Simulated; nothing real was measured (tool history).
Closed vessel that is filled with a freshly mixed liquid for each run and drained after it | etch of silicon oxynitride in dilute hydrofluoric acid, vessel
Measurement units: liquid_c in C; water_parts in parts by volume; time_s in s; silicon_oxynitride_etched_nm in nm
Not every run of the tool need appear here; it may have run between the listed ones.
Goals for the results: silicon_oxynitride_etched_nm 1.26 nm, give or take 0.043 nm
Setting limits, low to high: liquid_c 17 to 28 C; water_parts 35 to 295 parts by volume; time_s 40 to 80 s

Run 1, hour 0: liquid_c 20 C, water_parts 165 parts by volume, time_s 80 s. Result: silicon_oxynitride_etched_nm 1.0318 nm.
Run 2, hour 8.6: liquid_c 17 C, water_parts 165 parts by volume, time_s 80 s. Result: silicon_oxynitride_etched_nm 0.89729 nm.
Run 3, hour 12: liquid_c 17 C, water_parts 165 parts by volume, time_s 40 s. Result: silicon_oxynitride_etched_nm 0.44838 nm.
Run 4, hour 15.2: liquid_c 17 C, water_parts 165 parts by volume, time_s 40 s. Result: silicon_oxynitride_etched_nm 0.4551 nm.
Run 5, hour 19.2: liquid_c 17 C, water_parts 165 parts by volume, time_s 80 s. Result: silicon_oxynitride_etched_nm 0.90341 nm.
Run 6, hour 22.2: liquid_c 18 C, water_parts 165 parts by volume, time_s 80 s. Result: silicon_oxynitride_etched_nm 0.93743 nm.
Run 7, hour 27.6: liquid_c 18.5 C, water_parts 165 parts by volume, time_s 80 s. Result: silicon_oxynitride_etched_nm 0.96192 nm.
Run 8, hour 34.7: liquid_c 22.5 C, water_parts 160 parts by volume, time_s 80 s. Result: silicon_oxynitride_etched_nm 1.1999 nm.

Below are 5 possible settings for the next run. Only one of them brings all results inside the allowed miss of their targets. Which is it?
Run A, hour 41.8: liquid_c 23 C, water_parts 145 parts by volume, time_s 80 s. Result: silicon_oxynitride_etched_nm ?.
Run B, hour 41.8: liquid_c 24 C, water_parts 150 parts by volume, time_s 80 s. Result: silicon_oxynitride_etched_nm ?.
Run C, hour 41.8: liquid_c 22 C, water_parts 150 parts by volume, time_s 80 s. Result: silicon_oxynitride_etched_nm ?.
Run D, hour 41.8: liquid_c 22.5 C, water_parts 155 parts by volume, time_s 75 s. Result: silicon_oxynitride_etched_nm ?.
Run E, hour 41.8: liquid_c 24 C, water_parts 155 parts by volume, time_s 80 s. Result: silicon_oxynitride_etched_nm ?.

move  silicon_oxynitride_etched_nm
   A                        1.3733
   B                        1.3848
   C                        1.2623
   D                        1.1679
   E                        1.3349
A: takes the biggest miss from the last run beyond its target
B: takes the biggest miss from the last run beyond its target
C: all results land within tolerance of their targets
D: further off than the last run
E: takes the biggest miss from the last run beyond its target
Answer: C
